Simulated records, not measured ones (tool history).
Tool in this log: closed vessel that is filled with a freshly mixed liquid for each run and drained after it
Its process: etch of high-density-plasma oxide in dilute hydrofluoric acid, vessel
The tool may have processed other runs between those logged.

run,hour,temperature setpoint of the liquid (K),parts of water to one part of 49 % hydrofluoric acid (parts by volume),time in the liquid (s),thickness taken off the high-density-plasma oxide on a monitor wafer (Å)
1,0,296.15,255,425,71.056
2,6.9,293.65,255,425,64.863
3,8.8,293.65,255,220,33.335
4,12.7,294.15,255,220,33.841
5,18.3,294.15,255,425,65.844
6,23.8,292.15,255,425,60.416
7,28.3,292.15,270,425,56.455
8,29.6,292.15,285,425,52.852
9,34.8,291.65,295,425,49.976

Expected results for the next run?
10,41.4,291.65,300,425,?

Run 10 came out at thickness taken off the high-density-plasma oxide on a monitor wafer (Å) 49.222.
